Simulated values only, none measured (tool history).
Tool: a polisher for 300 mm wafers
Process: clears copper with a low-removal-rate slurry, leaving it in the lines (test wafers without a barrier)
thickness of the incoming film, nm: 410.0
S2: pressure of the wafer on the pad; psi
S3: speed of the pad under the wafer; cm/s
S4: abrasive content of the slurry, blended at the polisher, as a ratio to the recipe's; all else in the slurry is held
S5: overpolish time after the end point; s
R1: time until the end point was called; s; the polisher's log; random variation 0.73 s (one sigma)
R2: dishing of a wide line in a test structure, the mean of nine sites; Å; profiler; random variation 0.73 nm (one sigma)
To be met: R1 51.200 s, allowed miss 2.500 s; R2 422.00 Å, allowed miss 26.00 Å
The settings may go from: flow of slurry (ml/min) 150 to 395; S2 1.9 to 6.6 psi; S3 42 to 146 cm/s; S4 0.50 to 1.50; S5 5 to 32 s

Run 1, day 0.000: flow of slurry (ml/min) 250, S2 4.2 psi, S3 94 cm/s, S4 1.00, S5 16 s. Result: R1 78.023 s, R2 472.98 Å.
Run 2, day 0.288: flow of slurry (ml/min) 250, S2 4.2 psi, S3 78 cm/s, S4 1.00, S5 16 s. Result: R1 87.685 s, R2 417.43 Å.
Run 3, day 0.512: flow of slurry (ml/min) 210, S2 4.2 psi, S3 78 cm/s, S4 1.00, S5 16 s. Result: R1 86.925 s, R2 427.29 Å.
Run 4, day 0.821: flow of slurry (ml/min) 210, S2 4.6 psi, S3 78 cm/s, S4 1.00, S5 14 s. Result: R1 84.157 s, R2 386.52 Å.
Run 5, day 1.046: flow of slurry (ml/min) 210, S2 3.8 psi, S3 78 cm/s, S4 1.00, S5 14 s. Result: R1 97.744 s, R2 361.11 Å.
Run 6, day 1.375: flow of slurry (ml/min) 210, S2 3.8 psi, S3 94 cm/s, S4 1.00, S5 14 s. Result: R1 87.262 s, R2 375.64 Å.
Run 7, day 1.608: flow of slurry (ml/min) 205, S2 5.0 psi, S3 108 cm/s, S4 1.00, S5 7 s. Result: R1 66.410 s, R2 274.73 Å.
Run 8, day 1.942: flow of slurry (ml/min) 205, S2 5.2 psi, S3 108 cm/s, S4 1.00, S5 8 s. Result: R1 60.943 s, R2 308.72 Å.
Run 9, day 2.021: flow of slurry (ml/min) 205, S2 5.9 psi, S3 108 cm/s, S4 1.00, S5 12 s. Result: R1 57.988 s, R2 493.07 Å.
Run 10, day 2.242: flow of slurry (ml/min) 210, S2 5.9 psi, S3 110 cm/s, S4 1.00, S5 11 s. Result: R1 56.642 s, R2 471.14 Å.
Run 11, day 2.588: flow of slurry (ml/min) 210, S2 6.3 psi, S3 112 cm/s, S4 1.00, S5 7 s. Result: R1 54.297 s, R2 329.32 Å.
Run 12, day 2.958: flow of slurry (ml/min) 215, S2 6.2 psi, S3 118 cm/s, S4 1.00, S5 10 s. Result: R1 50.694 s, R2 450.53 Å.
Run 13, day 3.204: flow of slurry (ml/min) 220, S2 6.1 psi, S3 118 cm/s, S4 1.00, S5 10 s. Result: R1 52.692 s, R2 474.66 Å.
Run 14, day 3.412: flow of slurry (ml/min) 215, S2 6.1 psi, S3 118 cm/s, S4 1.00, S5 10 s. Result: R1 51.565 s, R2 446.13 Å.

Which of these 4 next moves meets every target?
Run A, day 3.621: flow of slurry (ml/min) 310, S2 6.1 psi, S3 112 cm/s, S4 1.00, S5 11 s. Result: R1 ?, R2 ?.
Run B, day 3.621: flow of slurry (ml/min) 245, S2 6.4 psi, S3 112 cm/s, S4 1.00, S5 9 s. Result: R1 ?, R2 ?.
Run C, day 3.621: flow of slurry (ml/min) 185, S2 6.0 psi, S3 126 cm/s, S4 1.15, S5 11 s. Result: R1 ?, R2 ?.
Run D, day 3.621: flow of slurry (ml/min) 225, S2 5.8 psi, S3 124 cm/s, S4 1.00, S5 8 s. Result: R1 ?, R2 ?.

move      R1      R2
   A  50.617  500.03
   B  49.819  428.55
   C  49.156  511.95
   D  50.921  378.68
A: further off than the last run
B: meets every target
C: further off than the last run
D: takes the result that was furthest off past its target
The right move is B.
